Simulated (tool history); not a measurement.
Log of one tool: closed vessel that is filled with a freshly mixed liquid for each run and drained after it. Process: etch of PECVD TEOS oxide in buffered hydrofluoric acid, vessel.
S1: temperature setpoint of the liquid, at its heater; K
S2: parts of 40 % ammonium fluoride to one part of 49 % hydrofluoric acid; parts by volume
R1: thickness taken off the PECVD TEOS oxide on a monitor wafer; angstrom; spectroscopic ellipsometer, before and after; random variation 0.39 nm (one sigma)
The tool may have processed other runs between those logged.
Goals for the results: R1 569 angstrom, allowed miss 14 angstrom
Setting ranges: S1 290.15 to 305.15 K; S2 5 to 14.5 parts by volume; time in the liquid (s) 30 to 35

{"run": 1, "hour": 0.0, "S1": 297.15, "S2": 9, "time in the liquid (s)": 35, "R1": 777.7}
{"run": 2, "hour": 3.8, "S1": 297.15, "S2": 7.5, "time in the liquid (s)": 35, "R1": 904.29}
{"run": 3, "hour": 7.1, "S1": 295.65, "S2": 7.5, "time in the liquid (s)": 35, "R1": 837.6}
{"run": 4, "hour": 9.6, "S1": 294.65, "S2": 7.5, "time in the liquid (s)": 35, "R1": 786.81}
{"run": 5, "hour": 17.0, "S1": 294.65, "S2": 8.5, "time in the liquid (s)": 35, "R1": 710.59}
{"run": 6, "hour": 25.6, "S1": 293.65, "S2": 8.5, "time in the liquid (s)": 35, "R1": 665.28}
{"run": 7, "hour": 31.0, "S1": 293.15, "S2": 8.5, "time in the liquid (s)": 35, "R1": 652.03}
{"run": 8, "hour": 34.6, "S1": 292.65, "S2": 8.5, "time in the liquid (s)": 35, "R1": 629.11}
{"run": 9, "hour": 43.0, "S1": 292.15, "S2": 8.5, "time in the liquid (s)": 35, "R1": 618.01}
{"run": 10, "hour": 50.5, "S1": 291.65, "S2": 8.5, "time in the liquid (s)": 35, "R1": 598.8}

Below are 5 possible settings for the next run. Only one of them brings all results inside the allowed miss of their targets. Which is it?
{"run": "A", "hour": 58.0, "S1": 295.65, "S2": 8.5, "time in the liquid (s)": 30, "R1": "?"}
{"run": "B", "hour": 58.0, "S1": 290.15, "S2": 6.5, "time in the liquid (s)": 30, "R1": "?"}
{"run": "C", "hour": 58.0, "S1": 290.15, "S2": 8, "time in the liquid (s)": 35, "R1": "?"}
{"run": "D", "hour": 58.0, "S1": 292.65, "S2": 8.5, "time in the liquid (s)": 30, "R1": "?"}
{"run": "E", "hour": 58.0, "S1": 291.15, "S2": 8, "time in the liquid (s)": 35, "R1": "?"}

move=A R1=637.81
move=B R1=614.74
move=C R1=572.73
move=D R1=539.82
move=E R1=606.27
A: further off than the last run
B: further off than the last run
C: all results land within tolerance of their targets
D: pushes the last run's worst result past its target
E: further off than the last run
The move that meets every target is C.
